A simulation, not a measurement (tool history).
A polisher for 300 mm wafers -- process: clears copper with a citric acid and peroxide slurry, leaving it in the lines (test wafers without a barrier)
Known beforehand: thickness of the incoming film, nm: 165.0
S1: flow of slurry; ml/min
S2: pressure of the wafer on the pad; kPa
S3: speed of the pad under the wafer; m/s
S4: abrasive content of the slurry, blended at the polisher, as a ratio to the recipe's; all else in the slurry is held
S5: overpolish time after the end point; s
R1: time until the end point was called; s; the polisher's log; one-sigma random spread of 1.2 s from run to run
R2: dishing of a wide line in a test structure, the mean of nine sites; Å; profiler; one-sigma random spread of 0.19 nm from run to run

run  hour   S1    S2    S3    S4  S5       R1      R2
  1   0.0  250  14.5  1.06  1.00  13   94.220  153.05
  2   6.2  250  14.5  1.06  1.00  17   92.657  192.35
  3  14.5  250  13.8  1.06  1.00  17   96.933  185.03
  4  17.7  205  13.8  1.06  1.00  17   99.056  182.25
  5  19.9  205  13.8  1.06  0.85  17  103.410  183.74
  6  23.0  205  13.1  1.06  0.85  17  106.150  176.10
  7  28.4  205  12.4  1.06  0.85  17  111.130  162.76
  8  33.8  205  11.7  1.06  0.85  17  118.150  164.05

For run 9, what comes out?
  9  39.5  210  11.7  1.06  0.85  16   ?   ?

R1: 114.910 s
R2: 149.92 Å
